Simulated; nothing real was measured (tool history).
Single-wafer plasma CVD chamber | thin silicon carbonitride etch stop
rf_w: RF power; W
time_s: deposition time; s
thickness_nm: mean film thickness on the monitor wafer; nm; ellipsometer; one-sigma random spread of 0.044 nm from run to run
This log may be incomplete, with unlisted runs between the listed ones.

Run 1, hour 0: rf_w 270 W, time_s 10.9 s. Result: thickness_nm 6.8646 nm.
Run 2, hour 5.3: rf_w 280 W, time_s 11.2 s. Result: thickness_nm 7.2449 nm.
Run 3, hour 7.1: rf_w 250 W, time_s 11.2 s. Result: thickness_nm 7.0263 nm.
Run 4, hour 13.6: rf_w 280 W, time_s 11.2 s. Result: thickness_nm 7.216 nm.
Run 5, hour 17.3: rf_w 290 W, time_s 11.4 s. Result: thickness_nm 7.356 nm.
Run 6, hour 25.2: rf_w 290 W, time_s 10.3 s. Result: thickness_nm 6.5795 nm.
Run 7, hour 27.8: rf_w 295 W, time_s 10.7 s. Result: thickness_nm 6.9718 nm.

The next listed run, before its measurement:
Run 8, hour 32.7: rf_w 305 W, time_s 11 s. Result: thickness_nm ?.

Run 8 gave thickness_nm 7.1735 nm.
